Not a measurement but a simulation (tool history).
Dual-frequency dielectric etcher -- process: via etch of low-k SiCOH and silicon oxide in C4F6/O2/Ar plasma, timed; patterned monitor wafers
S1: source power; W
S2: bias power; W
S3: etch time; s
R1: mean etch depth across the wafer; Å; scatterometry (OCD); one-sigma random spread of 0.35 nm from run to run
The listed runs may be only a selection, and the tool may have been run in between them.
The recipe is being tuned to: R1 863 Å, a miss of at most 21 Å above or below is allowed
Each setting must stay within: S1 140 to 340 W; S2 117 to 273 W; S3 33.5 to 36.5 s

| run | hour | S1 | S2 | S3 | R1 |
|---|---|---|---|---|---|
| 1 | 0 | 240 | 195 | 36.5 | 778 |
| 2 | 2.6 | 250 | 197 | 36.5 | 792.1 |
| 3 | 8.9 | 260 | 199 | 36.5 | 803.1 |
| 4 | 15.2 | 270 | 201 | 36.5 | 821.34 |
| 5 | 16.9 | 230 | 201 | 36.5 | 772.29 |
| 6 | 20.1 | 230 | 201 | 33.5 | 713.95 |
| 7 | 26.2 | 240 | 204 | 33.5 | 730.54 |
| 8 | 30.2 | 250 | 207 | 33.5 | 744.31 |
| 9 | 32.3 | 260 | 210 | 33.5 | 760.81 |

Of the 4 settings listed for the next run, only one would bring every result within its allowed miss of target. Which one?
| A | 34.4 | 280 | 255 | 35.5 | ? |
| B | 34.4 | 290 | 269 | 35.5 | ? |
| C | 34.4 | 260 | 230 | 36.5 | ? |
| D | 34.4 | 300 | 240 | 36.5 | ? |

| move | R1 |
|---|---|
| A | 895.43 |
| B | 926.99 |
| C | 859.04 |
| D | 920.57 |
A: pushes the last run's worst result past its target
B: pushes the last run's worst result past its target
C: all results in spec
D: pushes the last run's worst result past its target
The move that meets every target is C.
